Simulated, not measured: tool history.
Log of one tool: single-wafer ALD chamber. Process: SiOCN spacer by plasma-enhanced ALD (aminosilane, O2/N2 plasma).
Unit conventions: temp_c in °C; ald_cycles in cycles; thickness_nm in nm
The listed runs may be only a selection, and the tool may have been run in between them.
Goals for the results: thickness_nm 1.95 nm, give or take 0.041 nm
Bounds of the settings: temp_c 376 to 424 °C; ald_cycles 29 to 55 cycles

Run 1, hour 0: temp_c 400 °C, ald_cycles 42 cycles. Result: thickness_nm 2.6799 nm.
Run 2, hour 4.2: temp_c 400 °C, ald_cycles 36 cycles. Result: thickness_nm 2.2583 nm.
Run 3, hour 6.6: temp_c 400 °C, ald_cycles 39 cycles. Result: thickness_nm 2.4796 nm.
Run 4, hour 11.7: temp_c 400 °C, ald_cycles 35 cycles. Result: thickness_nm 2.2508 nm.
Run 5, hour 19.4: temp_c 392 °C, ald_cycles 35 cycles. Result: thickness_nm 2.2321 nm.
Run 6, hour 28.1: temp_c 400 °C, ald_cycles 35 cycles. Result: thickness_nm 2.2413 nm.
Run 7, hour 31: temp_c 400 °C, ald_cycles 33 cycles. Result: thickness_nm 2.0934 nm.
Run 8, hour 32: temp_c 400 °C, ald_cycles 32 cycles. Result: thickness_nm 2.0246 nm.

Which one of the following 5 next-run settings gets every result inside its allowed miss? There is exactly one.
Run A, hour 33: temp_c 408 °C, ald_cycles 31 cycles. Result: thickness_nm ?.
Run B, hour 33: temp_c 401 °C, ald_cycles 32 cycles. Result: thickness_nm ?.
Run C, hour 33: temp_c 393 °C, ald_cycles 34 cycles. Result: thickness_nm ?.
Run D, hour 33: temp_c 390 °C, ald_cycles 33 cycles. Result: thickness_nm ?.
Run E, hour 33: temp_c 414 °C, ald_cycles 34 cycles. Result: thickness_nm ?.

move  thickness_nm
   A        1.9416
   B        2.0421
   C        2.1755
   D        2.1115
   E        2.0951
A: hits every target within its allowed miss
B: moves away from the targets compared with the last run
C: moves away from the targets compared with the last run
D: moves away from the targets compared with the last run
E: moves away from the targets compared with the last run
A is the move that brings every result within its allowed miss.
